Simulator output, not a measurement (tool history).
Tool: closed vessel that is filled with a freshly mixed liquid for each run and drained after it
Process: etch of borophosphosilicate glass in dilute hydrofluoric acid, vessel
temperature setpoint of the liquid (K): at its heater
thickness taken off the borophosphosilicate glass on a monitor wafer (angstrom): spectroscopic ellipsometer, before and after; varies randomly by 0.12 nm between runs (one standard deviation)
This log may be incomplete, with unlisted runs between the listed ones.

run,day,temperature setpoint of the liquid (K),parts of water to one part of 49 % hydrofluoric acid (parts by volume),time in the liquid (s),thickness taken off the borophosphosilicate glass on a monitor wafer (angstrom)
1,0,299.15,115,90,245.42
2,0.3,301.65,110,90,282.63
3,0.454,300.15,110,90,268.52
4,0.667,302.15,110,90,288.6
5,0.854,303.65,110,90,304.79
6,0.979,306.65,110,90,340.64

Run 7, settings as shown, results not yet in. Your forecast:
# day 1.129: thermometer replaced
7,1.129,307.15,110,90,?

Run 7 yielded thickness taken off the borophosphosilicate glass on a monitor wafer (angstrom) 320.98.
